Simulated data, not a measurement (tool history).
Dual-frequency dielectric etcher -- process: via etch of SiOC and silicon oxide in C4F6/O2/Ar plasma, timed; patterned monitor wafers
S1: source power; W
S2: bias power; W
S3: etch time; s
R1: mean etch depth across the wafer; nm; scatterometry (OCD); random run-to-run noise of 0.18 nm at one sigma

| run | hour | S1 | S2 | S3 | R1 |
|---|---|---|---|---|---|
| 1 | 0.0 | 260 | 178 | 44.0 | 43.715 |
| 2 | 3.7 | 260 | 178 | 44.0 | 43.375 |
| 3 | 5.3 | 270 | 181 | 44.0 | 44.177 |
| 4 | 7.9 | 270 | 211 | 44.0 | 46.166 |
| 5 | 10.9 | 270 | 181 | 44.0 | 44.472 |
| 6 | 17.7 | 280 | 183 | 44.0 | 44.813 |

For run 7, what comes out?
| 7 | 23.2 | 290 | 186 | 44.0 | ? |

R1: 45.171 nm

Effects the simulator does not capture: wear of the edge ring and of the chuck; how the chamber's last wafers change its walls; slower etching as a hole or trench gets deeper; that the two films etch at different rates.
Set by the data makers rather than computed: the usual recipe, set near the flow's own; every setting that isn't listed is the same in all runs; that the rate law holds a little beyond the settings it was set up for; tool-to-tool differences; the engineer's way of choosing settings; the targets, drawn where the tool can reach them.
